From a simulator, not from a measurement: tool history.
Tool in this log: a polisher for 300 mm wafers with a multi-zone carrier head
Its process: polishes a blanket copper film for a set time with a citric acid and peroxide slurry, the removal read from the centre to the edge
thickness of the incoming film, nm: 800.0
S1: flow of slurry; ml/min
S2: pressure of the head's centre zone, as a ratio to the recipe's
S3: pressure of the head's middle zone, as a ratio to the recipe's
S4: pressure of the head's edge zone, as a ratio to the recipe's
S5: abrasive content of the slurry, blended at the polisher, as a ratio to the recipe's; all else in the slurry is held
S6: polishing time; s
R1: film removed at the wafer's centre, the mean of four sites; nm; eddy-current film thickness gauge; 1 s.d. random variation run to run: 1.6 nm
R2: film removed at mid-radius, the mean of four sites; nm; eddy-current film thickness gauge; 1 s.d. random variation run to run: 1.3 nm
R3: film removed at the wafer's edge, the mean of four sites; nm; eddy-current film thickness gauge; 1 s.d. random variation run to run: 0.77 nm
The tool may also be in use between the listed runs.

| run | day | S1 | S2 | S3 | S4 | S5 | S6 | R1 | R2 | R3 |
|---|---|---|---|---|---|---|---|---|---|---|
| 1 | 0 | 190 | 1 | 1 | 1 | 1 | 89 | 163.88 | 163.86 | 159.28 |
| 2 | 0.25 | 190 | 1 | 0.93 | 1 | 1 | 89 | 162.15 | 152.42 | 160.8 |
| 3 | 0.304 | 185 | 0.99 | 0.93 | 0.98 | 0.9 | 87 | 153.92 | 146.18 | 150.79 |
| 4 | 0.4 | 185 | 0.99 | 0.93 | 0.98 | 1 | 87 | 156.61 | 149.49 | 153.84 |
| 5 | 0.538 | 185 | 0.99 | 0.86 | 0.98 | 1 | 87 | 157.27 | 139.15 | 155.45 |
| 6 | 0.729 | 185 | 0.99 | 0.81 | 0.98 | 1 | 87 | 156.6 | 131.54 | 155.46 |
| 7 | 0.788 | 180 | 0.98 | 0.82 | 0.95 | 0.9 | 86 | 149.89 | 127.06 | 147.44 |

Run 8, settings as shown, results not yet in. Your forecast:
| 8 | 0.846 | 160 | 0.92 | 0.92 | 0.85 | 0.65 | 80 | ? | ? | ? |

For run 8 the tool returned R1 124.93 nm, R2 121.42 nm, R3 120.22 nm.
